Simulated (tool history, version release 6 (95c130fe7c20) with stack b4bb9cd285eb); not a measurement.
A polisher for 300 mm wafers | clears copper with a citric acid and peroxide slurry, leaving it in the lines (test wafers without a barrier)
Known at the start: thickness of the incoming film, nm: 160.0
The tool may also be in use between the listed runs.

run	hour	flow of slurry (ml/min)	pressure of the wafer on the pad (kPa)	speed of the pad under the wafer (m/s)	abrasive content of the slurry	overpolish time after the end point (s)	time until the end point was called (s)	dishing of a wide line in a test structure (angstrom)
1	0.0	220	15.2	1.00	1.00	15	124.72	162.390
2	6.8	220	15.2	1.00	1.00	20	125.41	212.750
3	11.3	220	15.2	0.82	1.00	20	147.21	187.340
4	12.2	275	15.2	0.82	1.00	20	141.69	190.200
5	16.1	275	12.4	0.82	1.00	20	160.54	165.350
6	24.0	275	12.4	1.04	1.00	20	139.57	191.890
7	29.0	290	11.7	1.06	1.05	17	137.00	171.830
8	35.8	255	13.1	1.00	0.95	14	137.86	141.570
9	44.8	230	13.8	0.96	0.85	12	138.35	110.940
10	52.5	215	14.5	0.94	0.80	10	142.07	95.460
11	58.4	195	15.2	0.92	0.75	9	145.41	83.766
12	62.8	180	16.5	0.90	0.70	8	142.43	77.622
13	68.0	170	17.9	0.88	0.65	7	137.28	70.560
# hour 74.5: head pressure recalibrated
14	74.5	130	21.4	0.80	0.50	4	137.07	42.120
15	79.0	135	21.4	0.80	0.50	4	132.13	42.657
16	80.6	140	21.4	0.80	0.50	4	130.51	42.816
17	81.7	140	21.4	0.80	0.50	4	132.84	42.210
18	84.2	140	21.4	0.82	0.50	4	132.50	44.042
19	88.8	145	21.4	0.84	0.50	4	126.31	43.490
20	92.6	145	20.7	0.84	0.50	4	126.63	44.592

Run 21 comes next. What will it give?
21	96.0	145	20.7	0.84	0.55	4	?	?

time until the end point was called (s): 128.36
dishing of a wide line in a test structure (angstrom): 44.980

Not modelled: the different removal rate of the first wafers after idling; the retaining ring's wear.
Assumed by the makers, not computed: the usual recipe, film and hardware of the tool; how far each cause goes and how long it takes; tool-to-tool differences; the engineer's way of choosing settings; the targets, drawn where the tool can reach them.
